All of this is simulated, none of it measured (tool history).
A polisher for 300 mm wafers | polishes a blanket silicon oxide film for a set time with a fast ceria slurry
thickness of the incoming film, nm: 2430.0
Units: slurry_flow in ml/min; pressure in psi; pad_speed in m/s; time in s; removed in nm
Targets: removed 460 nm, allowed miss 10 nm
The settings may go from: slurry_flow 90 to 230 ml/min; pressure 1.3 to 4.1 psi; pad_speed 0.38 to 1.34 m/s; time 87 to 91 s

{"run": 1, "day": 0.0, "slurry_flow": 150, "pressure": 2.7, "pad_speed": 0.86, "time": 87, "removed": 1005.4}
{"run": 2, "day": 0.304, "slurry_flow": 140, "pressure": 2.3, "pad_speed": 0.82, "time": 87, "removed": 815.16}
{"run": 3, "day": 0.338, "slurry_flow": 130, "pressure": 2, "pad_speed": 0.78, "time": 87, "removed": 681.3}
{"run": 4, "day": 0.621, "slurry_flow": 125, "pressure": 1.8, "pad_speed": 0.76, "time": 87, "removed": 603.85}
{"run": 5, "day": 0.992, "slurry_flow": 120, "pressure": 1.7, "pad_speed": 0.76, "time": 87, "removed": 563.38}
{"run": 6, "day": 1.175, "slurry_flow": 120, "pressure": 1.7, "pad_speed": 0.9, "time": 87, "removed": 655.66}
{"run": 7, "day": 1.471, "slurry_flow": 115, "pressure": 1.6, "pad_speed": 0.86, "time": 87, "removed": 592.43}
{"run": 8, "day": 1.762, "slurry_flow": 110, "pressure": 1.5, "pad_speed": 0.84, "time": 87, "removed": 538.64}
{"run": 9, "day": 1.892, "slurry_flow": 105, "pressure": 1.4, "pad_speed": 0.84, "time": 87, "removed": 504.31}
{"run": 10, "day": 1.946, "slurry_flow": 100, "pressure": 1.4, "pad_speed": 0.84, "time": 87, "removed": 495.12}
{"run": 11, "day": 2.317, "slurry_flow": 90, "pressure": 1.3, "pad_speed": 0.82, "time": 87, "removed": 447.52}

4 next moves are on the table. One of them brings every result within its allowed miss. Which?
{"run": "A", "day": 2.688, "slurry_flow": 90, "pressure": 1.6, "pad_speed": 0.72, "time": 89, "removed": "?"}
{"run": "B", "day": 2.688, "slurry_flow": 90, "pressure": 1.4, "pad_speed": 0.84, "time": 87, "removed": "?"}
{"run": "C", "day": 2.688, "slurry_flow": 125, "pressure": 1.3, "pad_speed": 0.76, "time": 90, "removed": "?"}
{"run": "D", "day": 2.688, "slurry_flow": 90, "pressure": 1.9, "pad_speed": 0.54, "time": 87, "removed": "?"}

move=A removed=489.2
move=B removed=485.57
move=C removed=466.33
move=D removed=438.32
A: takes the result that was furthest off past its target
B: takes the result that was furthest off past its target
C: meets every target
D: further off than the last run
Answer: C

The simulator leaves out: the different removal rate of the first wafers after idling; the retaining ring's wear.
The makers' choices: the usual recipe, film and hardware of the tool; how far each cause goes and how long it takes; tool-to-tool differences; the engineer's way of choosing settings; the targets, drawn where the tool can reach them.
